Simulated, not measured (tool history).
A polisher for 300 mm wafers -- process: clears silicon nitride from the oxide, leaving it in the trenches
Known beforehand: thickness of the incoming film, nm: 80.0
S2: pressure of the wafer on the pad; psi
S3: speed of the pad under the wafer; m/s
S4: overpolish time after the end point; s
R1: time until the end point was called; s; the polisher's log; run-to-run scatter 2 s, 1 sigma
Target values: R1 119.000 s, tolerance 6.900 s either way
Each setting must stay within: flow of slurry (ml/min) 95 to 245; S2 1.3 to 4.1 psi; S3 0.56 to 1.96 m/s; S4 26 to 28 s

run 1 hour=0.0 | flow_of_slurry_(ml/min)=155 S2=2.7 S3=1.26 S4=26 | R1=88.635
run 2 hour=0.6 | flow_of_slurry_(ml/min)=140 S2=2.7 S3=1.26 S4=26 | R1=91.165
run 3 hour=8.9 | flow_of_slurry_(ml/min)=140 S2=2.7 S3=1.50 S4=26 | R1=76.517
run 4 hour=11.0 | flow_of_slurry_(ml/min)=140 S2=3.2 S3=1.50 S4=26 | R1=64.655
run 5 hour=15.0 | flow_of_slurry_(ml/min)=140 S2=3.2 S3=1.38 S4=26 | R1=70.308
run 6 hour=20.3 | flow_of_slurry_(ml/min)=160 S2=3.2 S3=1.38 S4=26 | R1=67.351
run 7 hour=28.2 | flow_of_slurry_(ml/min)=155 S2=2.9 S3=1.36 S4=26 | R1=76.580
run 8 hour=30.6 | flow_of_slurry_(ml/min)=150 S2=2.7 S3=1.34 S4=26 | R1=85.789

Exactly one of the 4 candidate moves below puts every result within its allowed miss. Which one?
run A hour=33.0 | flow_of_slurry_(ml/min)=95 S2=2.9 S3=1.08 S4=28 | R1=?
run B hour=33.0 | flow_of_slurry_(ml/min)=125 S2=2.7 S3=0.96 S4=27 | R1=?
run C hour=33.0 | flow_of_slurry_(ml/min)=130 S2=2.3 S3=1.02 S4=26 | R1=?
run D hour=33.0 | flow_of_slurry_(ml/min)=185 S2=2.7 S3=1.00 S4=28 | R1=?

move=A R1=108.520
move=B R1=121.970
move=C R1=133.280
move=D R1=109.460
A: moves toward the targets from the last run without getting all of them in spec
B: every result within its allowed miss
C: the result that was furthest off in the last run now lies on the other side of its target
D: moves toward the targets from the last run without getting all of them in spec
Move B is the one to make.
